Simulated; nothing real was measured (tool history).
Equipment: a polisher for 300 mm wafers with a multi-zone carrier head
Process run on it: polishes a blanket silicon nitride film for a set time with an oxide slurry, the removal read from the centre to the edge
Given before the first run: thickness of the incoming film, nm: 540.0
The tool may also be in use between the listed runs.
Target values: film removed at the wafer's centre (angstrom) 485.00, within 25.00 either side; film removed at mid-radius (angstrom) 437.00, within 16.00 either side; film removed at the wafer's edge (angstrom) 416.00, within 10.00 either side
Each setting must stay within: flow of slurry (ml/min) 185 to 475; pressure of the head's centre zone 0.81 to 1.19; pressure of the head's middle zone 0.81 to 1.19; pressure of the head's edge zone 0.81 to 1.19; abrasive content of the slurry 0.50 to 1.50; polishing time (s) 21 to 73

| run | day | flow of slurry (ml/min) | pressure of the head's centre zone | pressure of the head's middle zone | pressure of the head's edge zone | abrasive content of the slurry | polishing time (s) | film removed at the wafer's centre (angstrom) | film removed at mid-radius (angstrom) | film removed at the wafer's edge (angstrom) |
|---|---|---|---|---|---|---|---|---|---|---|
| 1 | 0.000 | 305 | 1.00 | 1.00 | 1.00 | 1.00 | 47 | 365.43 | 364.49 | 360.63 |
| 2 | 0.071 | 305 | 1.00 | 1.07 | 1.00 | 1.00 | 47 | 360.15 | 386.12 | 363.15 |
| 3 | 0.317 | 305 | 1.00 | 1.03 | 1.00 | 1.00 | 47 | 363.26 | 371.96 | 360.45 |
| 4 | 0.362 | 305 | 1.00 | 1.03 | 1.06 | 1.00 | 47 | 358.56 | 371.77 | 373.40 |
| 5 | 0.521 | 305 | 1.00 | 1.03 | 1.06 | 1.00 | 57 | 429.91 | 448.94 | 449.62 |
| 6 | 0.792 | 305 | 1.01 | 1.03 | 1.05 | 1.00 | 57 | 450.64 | 451.64 | 448.43 |
| 7 | 0.988 | 305 | 1.02 | 1.03 | 1.04 | 1.00 | 57 | 456.25 | 449.59 | 448.63 |
| 8 | 1.275 | 305 | 1.02 | 1.03 | 1.03 | 1.00 | 57 | 446.85 | 458.32 | 441.36 |
| 9 | 1.358 | 305 | 1.03 | 1.02 | 1.02 | 1.00 | 57 | 456.62 | 452.25 | 446.07 |
| 10 | 1.442 | 305 | 1.04 | 1.02 | 1.01 | 1.00 | 57 | 458.66 | 451.81 | 440.39 |
| 11 | 1.546 | 305 | 1.05 | 1.02 | 1.00 | 1.00 | 57 | 461.81 | 438.61 | 435.08 |
|  | 1.667 | slurry nozzle cleaned |
| 12 | 1.667 | 305 | 1.06 | 1.02 | 0.99 | 1.00 | 57 | 470.70 | 449.52 | 440.87 |
| 13 | 1.917 | 305 | 1.06 | 1.02 | 0.98 | 1.00 | 57 | 466.88 | 452.70 | 443.85 |
| 14 | 2.212 | 305 | 1.07 | 1.02 | 0.97 | 1.00 | 57 | 462.09 | 452.71 | 437.29 |
| 15 | 2.421 | 305 | 1.08 | 1.02 | 0.96 | 1.00 | 57 | 478.81 | 455.81 | 433.11 |
| 16 | 2.512 | 305 | 1.08 | 1.02 | 0.95 | 1.00 | 57 | 467.00 | 455.40 | 435.45 |
| 17 | 2.550 | 305 | 1.09 | 1.02 | 0.94 | 1.00 | 57 | 469.16 | 457.58 | 430.00 |
| 18 | 2.604 | 305 | 1.10 | 1.02 | 0.94 | 1.00 | 57 | 479.67 | 460.04 | 429.85 |
| 19 | 2.867 | 295 | 1.12 | 0.99 | 0.92 | 1.00 | 57 | 490.12 | 439.61 | 428.60 |

Consider the 5 candidate settings below. Which is the only one whose results all fall within their allowed miss of target?
| A | 3.129 | 235 | 1.19 | 1.06 | 0.87 | 0.95 | 55 | ? | ? | ? |
| B | 3.129 | 205 | 1.05 | 1.00 | 0.93 | 1.00 | 60 | ? | ? | ? |
| C | 3.129 | 320 | 1.19 | 0.96 | 0.90 | 0.90 | 55 | ? | ? | ? |
| D | 3.129 | 260 | 1.12 | 0.97 | 0.88 | 0.90 | 61 | ? | ? | ? |
| E | 3.129 | 300 | 1.11 | 1.04 | 0.87 | 1.05 | 56 | ? | ? | ? |

| move | film removed at the wafer's centre (angstrom) | film removed at mid-radius (angstrom) | film removed at the wafer's edge (angstrom) |
|---|---|---|---|
| A | 471.38 | 435.92 | 384.51 |
| B | 466.28 | 458.46 | 439.73 |
| C | 471.80 | 400.35 | 387.92 |
| D | 486.77 | 440.12 | 420.04 |
| E | 487.02 | 469.86 | 418.91 |
A: takes the result that was furthest off past its target
B: further off than the last run
C: takes the result that was furthest off past its target
D: each result inside its tolerance
E: brings the last run's worst result on target, with another outside its allowed miss
Correct choice: D, which meets every target
